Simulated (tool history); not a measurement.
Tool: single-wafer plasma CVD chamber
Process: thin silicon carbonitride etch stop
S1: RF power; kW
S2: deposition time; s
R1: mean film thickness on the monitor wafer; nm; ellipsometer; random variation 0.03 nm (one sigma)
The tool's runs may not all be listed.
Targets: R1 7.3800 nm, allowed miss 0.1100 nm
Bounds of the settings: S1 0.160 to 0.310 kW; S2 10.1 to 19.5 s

run 1 day=0.000 | S1=0.235 S2=14.8 | R1=8.3682
run 2 day=0.104 | S1=0.225 S2=14.7 | R1=8.2023
run 3 day=0.400 | S1=0.195 S2=14.7 | R1=8.0832
run 4 day=0.446 | S1=0.195 S2=16.6 | R1=9.0128
run 5 day=0.708 | S1=0.170 S2=16.6 | R1=8.8420
run 6 day=0.804 | S1=0.160 S2=16.6 | R1=8.7755
run 7 day=1.100 | S1=0.160 S2=16.1 | R1=8.5194
run 8 day=1.200 | S1=0.160 S2=15.7 | R1=8.2449
run 9 day=1.300 | S1=0.160 S2=15.4 | R1=8.1433
run 10 day=1.633 | S1=0.160 S2=15.1 | R1=7.8991
run 11 day=1.696 | S1=0.160 S2=14.9 | R1=7.8566
run 12 day=1.783 | S1=0.160 S2=14.7 | R1=7.7487
run 13 day=1.871 | S1=0.160 S2=14.6 | R1=7.6947

Which of these 5 next moves meets every target?
run A day=1.958 | S1=0.160 S2=14.0 | R1=?
run B day=1.958 | S1=0.160 S2=14.8 | R1=?
run C day=1.958 | S1=0.160 S2=15.6 | R1=?
run D day=1.958 | S1=0.160 S2=15.4 | R1=?
run E day=1.958 | S1=0.160 S2=13.6 | R1=?

move=A R1=7.4546
move=B R1=7.8806
move=C R1=8.3065
move=D R1=8.2000
move=E R1=7.2416
A: meets every target
B: further off than the last run
C: further off than the last run
D: further off than the last run
E: takes the result that was furthest off past its target
Move A is the one to make.
